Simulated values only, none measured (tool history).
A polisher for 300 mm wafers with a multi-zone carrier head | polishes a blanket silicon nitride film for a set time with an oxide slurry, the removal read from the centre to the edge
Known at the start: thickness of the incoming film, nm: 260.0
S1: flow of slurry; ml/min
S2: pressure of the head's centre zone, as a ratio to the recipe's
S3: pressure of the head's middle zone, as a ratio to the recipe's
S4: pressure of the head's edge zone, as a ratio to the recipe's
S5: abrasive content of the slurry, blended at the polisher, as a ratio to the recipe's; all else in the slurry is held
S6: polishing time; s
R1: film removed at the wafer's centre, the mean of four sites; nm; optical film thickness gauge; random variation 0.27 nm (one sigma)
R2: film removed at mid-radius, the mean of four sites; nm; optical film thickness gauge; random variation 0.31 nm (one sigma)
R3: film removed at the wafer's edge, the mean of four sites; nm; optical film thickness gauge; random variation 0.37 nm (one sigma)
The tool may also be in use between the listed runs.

run 1 day=0.000 | S1=220 S2=1.00 S3=1.00 S4=1.00 S5=1.00 S6=56 | R1=32.863 R2=35.278 R3=36.049
run 2 day=0.112 | S1=220 S2=1.00 S3=1.08 S4=1.00 S5=1.00 S6=56 | R1=33.043 R2=36.659 R3=35.602
run 3 day=0.229 | S1=220 S2=1.07 S3=1.08 S4=1.00 S5=1.00 S6=56 | R1=35.130 R2=37.550 R3=35.498
run 4 day=0.379 | S1=230 S2=1.06 S3=1.02 S4=1.05 S5=1.05 S6=56 | R1=36.329 R2=36.625 R3=37.799
run 5 day=0.408 | S1=230 S2=1.06 S3=1.02 S4=1.11 S5=1.05 S6=56 | R1=36.190 R2=36.288 R3=39.614
run 6 day=0.475 | S1=230 S2=1.06 S3=1.02 S4=1.19 S5=1.05 S6=56 | R1=36.707 R2=37.161 R3=40.445
run 7 day=0.800 | S1=250 S2=0.97 S3=0.92 S4=1.19 S5=1.30 S6=56 | R1=36.552 R2=37.264 R3=44.874
run 8 day=1.112 | S1=255 S2=0.98 S3=0.90 S4=1.19 S5=1.30 S6=56 | R1=37.165 R2=36.741 R3=44.964

The next listed run, before its measurement:
run 9 day=1.438 | S1=260 S2=0.98 S3=0.89 S4=1.19 S5=1.30 S6=56 | R1=? R2=? R3=?

Run 9 gave R1 37.208 nm, R2 36.577 nm, R3 44.922 nm.

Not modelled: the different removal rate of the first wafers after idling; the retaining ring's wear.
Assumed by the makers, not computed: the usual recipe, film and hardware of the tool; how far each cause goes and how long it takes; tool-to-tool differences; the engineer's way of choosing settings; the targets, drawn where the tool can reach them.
